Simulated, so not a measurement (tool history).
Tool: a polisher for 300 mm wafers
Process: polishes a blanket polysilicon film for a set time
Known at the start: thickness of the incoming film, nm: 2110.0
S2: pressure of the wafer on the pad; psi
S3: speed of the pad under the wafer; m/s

{"run": 1, "hour": 0.0, "flow of slurry (ml/min)": 130, "S2": 2.7, "S3": 0.96, "polishing time (s)": 110, "film removed (angstrom)": 7770.5}
{"run": 2, "hour": 3.5, "flow of slurry (ml/min)": 130, "S2": 2.4, "S3": 0.94, "polishing time (s)": 110, "film removed (angstrom)": 6918.2}
{"run": 3, "hour": 9.8, "flow of slurry (ml/min)": 100, "S2": 2.4, "S3": 0.94, "polishing time (s)": 110, "film removed (angstrom)": 6396.6}
{"run": 4, "hour": 17.0, "flow of slurry (ml/min)": 100, "S2": 2.4, "S3": 0.94, "polishing time (s)": 115, "film removed (angstrom)": 6877.9}
{"run": 5, "hour": 23.6, "flow of slurry (ml/min)": 100, "S2": 2.4, "S3": 0.72, "polishing time (s)": 115, "film removed (angstrom)": 5551.4}
{"run": 6, "hour": 29.5, "flow of slurry (ml/min)": 100, "S2": 2.3, "S3": 0.72, "polishing time (s)": 115, "film removed (angstrom)": 5320.6}
{"run": 7, "hour": 37.1, "flow of slurry (ml/min)": 100, "S2": 2.2, "S3": 0.72, "polishing time (s)": 115, "film removed (angstrom)": 5090.1}
{"run": 8, "hour": 43.6, "flow of slurry (ml/min)": 100, "S2": 2.1, "S3": 0.72, "polishing time (s)": 115, "film removed (angstrom)": 4935}

The next listed run, before its measurement:
{"run": 9, "hour": 47.8, "flow of slurry (ml/min)": 100, "S2": 2, "S3": 0.72, "polishing time (s)": 115, "film removed (angstrom)": "?"}

{"run 9": {"film removed (angstrom)": 4664.4}}
